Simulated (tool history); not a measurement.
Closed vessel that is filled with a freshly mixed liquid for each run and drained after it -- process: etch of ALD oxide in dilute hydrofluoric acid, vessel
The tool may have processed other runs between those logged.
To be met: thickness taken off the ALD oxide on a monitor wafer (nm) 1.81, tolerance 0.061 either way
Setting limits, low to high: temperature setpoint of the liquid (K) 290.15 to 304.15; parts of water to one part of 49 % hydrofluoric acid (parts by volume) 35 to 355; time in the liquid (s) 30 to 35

run	hour	temperature setpoint of the liquid (K)	parts of water to one part of 49 % hydrofluoric acid (parts by volume)	time in the liquid (s)	thickness taken off the ALD oxide on a monitor wafer (nm)
1	0	296.15	195	35	3.3198
2	3.7	296.15	195	30	2.8494
3	7.1	295.15	200	30	2.6556
4	13.7	295.15	255	30	1.9824
5	19.7	294.65	255	30	1.9621
6	20.7	294.15	255	30	1.9113
7	29.3	294.15	255	30	1.9063
8	34.7	293.65	255	30	1.8725

Which single option among these 4 for the next run brings every result within its allowed miss of target? Just one does.
A	40.1	295.15	285	30	?
B	40.1	293.65	250	30	?
C	40.1	291.15	240	30	?
D	40.1	295.15	335	35	?

move	thickness taken off the ALD oxide on a monitor wafer (nm)
A	1.7213
B	1.9199
C	1.8357
D	1.6313
A: pushes the last run's worst result past its target
B: misses by more than the last run did
C: in spec on every target
D: pushes the last run's worst result past its target
Go with C: it meets all targets.
